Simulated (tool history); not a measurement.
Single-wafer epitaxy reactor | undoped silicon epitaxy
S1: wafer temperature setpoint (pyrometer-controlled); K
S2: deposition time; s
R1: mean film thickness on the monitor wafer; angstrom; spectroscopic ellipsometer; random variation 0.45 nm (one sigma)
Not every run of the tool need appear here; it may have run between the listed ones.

run,hour,S1,S2,R1
1,0.0,918.15,586,802.43
2,6.8,911.15,586,692.97
3,13.2,905.15,586,622.50
4,20.1,911.15,588,696.86
5,24.4,915.15,590,758.73
6,29.1,918.15,591,801.14
# hour 34.1: pyrometer calibrated
7,34.1,921.15,592,934.96

What will run 8 give?
8,40.0,922.15,592,?

R1: 954.11 angstrom
